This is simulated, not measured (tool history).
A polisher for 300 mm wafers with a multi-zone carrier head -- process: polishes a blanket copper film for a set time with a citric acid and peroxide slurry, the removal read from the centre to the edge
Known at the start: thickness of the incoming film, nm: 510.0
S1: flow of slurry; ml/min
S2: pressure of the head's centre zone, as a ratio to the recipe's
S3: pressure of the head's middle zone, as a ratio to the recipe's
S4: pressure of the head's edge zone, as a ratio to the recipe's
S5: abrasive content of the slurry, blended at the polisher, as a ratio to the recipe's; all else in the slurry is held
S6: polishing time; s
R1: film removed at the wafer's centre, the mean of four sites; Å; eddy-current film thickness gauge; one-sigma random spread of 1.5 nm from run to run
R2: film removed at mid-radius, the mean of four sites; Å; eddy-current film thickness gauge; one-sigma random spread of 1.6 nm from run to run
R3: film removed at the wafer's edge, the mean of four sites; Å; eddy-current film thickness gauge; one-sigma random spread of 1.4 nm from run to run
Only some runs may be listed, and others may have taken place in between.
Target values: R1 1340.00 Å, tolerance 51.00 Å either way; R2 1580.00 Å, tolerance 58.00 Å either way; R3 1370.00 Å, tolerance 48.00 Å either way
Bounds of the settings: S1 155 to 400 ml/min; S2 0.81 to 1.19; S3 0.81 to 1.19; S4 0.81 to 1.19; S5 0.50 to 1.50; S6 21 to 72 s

run,hour,S1,S2,S3,S4,S5,S6,R1,R2,R3
1,0.0,255,1.00,1.00,1.00,1.00,46,967.34,976.83,1029.30
2,3.6,255,1.00,1.00,1.00,1.00,36,765.20,752.72,805.87
3,6.2,255,0.95,1.00,1.00,1.00,36,740.78,756.11,798.36
4,13.5,255,1.00,1.00,1.00,1.00,36,773.08,759.80,796.93
5,15.4,260,1.01,1.03,1.00,1.05,38,813.77,843.94,859.52
6,22.1,260,1.01,1.03,0.93,1.05,38,830.91,836.45,822.24
7,29.4,265,1.03,1.05,0.94,1.10,40,887.16,918.63,883.41
# hour 36.5: slurry nozzle cleaned
8,36.5,270,1.05,1.07,0.95,1.15,41,980.40,1000.00,933.49
9,39.3,275,1.05,1.09,0.98,1.20,42,1038.30,1047.80,980.74
10,44.5,275,1.03,1.10,0.98,1.25,44,1061.80,1131.40,1072.60
11,49.6,280,1.03,1.11,0.98,1.30,45,1086.40,1153.70,1072.10
12,56.1,280,1.03,1.12,0.98,1.30,46,1118.30,1209.60,1099.40

5 next moves are on the table. One of them brings every result within its allowed miss. Which?
A,62.6,345,1.17,1.17,0.91,1.50,50,?,?,?
B,62.6,285,1.04,1.12,1.05,1.50,53,?,?,?
C,62.6,295,0.98,1.19,0.96,1.30,63,?,?,?
D,62.6,205,1.00,1.19,0.96,1.45,58,?,?,?
E,62.6,375,1.02,1.19,0.87,1.50,57,?,?,?

move,R1,R2,R3
A,1428.30,1429.50,1237.20
B,1356.80,1432.50,1385.00
C,1496.10,1737.60,1523.40
D,1362.40,1567.30,1390.80
E,1480.90,1666.40,1388.80
A: an improvement on the last run, though not all results are within tolerance
B: an improvement on the last run, though not all results are within tolerance
C: carries the result that was furthest off beyond its target, to the other side
D: meets every target
E: carries the result that was furthest off beyond its target, to the other side
So the answer is move D, the one that meets all the targets.
